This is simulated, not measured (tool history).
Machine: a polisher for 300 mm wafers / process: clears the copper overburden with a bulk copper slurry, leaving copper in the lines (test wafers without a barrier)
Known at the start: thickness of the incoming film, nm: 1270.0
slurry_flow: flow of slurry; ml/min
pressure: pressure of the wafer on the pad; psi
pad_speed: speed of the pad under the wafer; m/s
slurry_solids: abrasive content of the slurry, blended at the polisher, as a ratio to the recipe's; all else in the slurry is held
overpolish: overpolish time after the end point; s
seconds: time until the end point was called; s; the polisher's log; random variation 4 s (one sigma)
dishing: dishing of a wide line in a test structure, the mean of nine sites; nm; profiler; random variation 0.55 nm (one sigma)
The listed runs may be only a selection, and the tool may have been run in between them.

run,hour,slurry_flow,pressure,pad_speed,slurry_solids,overpolish,seconds,dishing
1,0,215,3.3,1.3,1,19,85.005,48.293
2,3.5,215,3,1.24,1,18,97.452,47.744
3,5.2,215,2.8,1.18,1,16,106.98,46.61
4,12.6,215,2.6,1.12,1,16,124.72,44.875
5,21.6,215,3.4,1.12,1,16,95.461,47.838
6,24.8,215,2.8,1.12,1,16,118.97,47.04
7,31.1,215,1.8,0.94,1,7,199.14,26.029
8,37.4,215,1.9,0.9,1,9,192.15,29.353
9,40.5,215,1.9,0.9,1,9,198.79,30.09
10,49.4,215,2,0.86,1,10,198.69,31.942

Predict the results of run 11:
11,50.4,215,2.1,0.82,1,11,?,?

{"run 11": {"seconds": 200.33, "dishing": 32.931}}
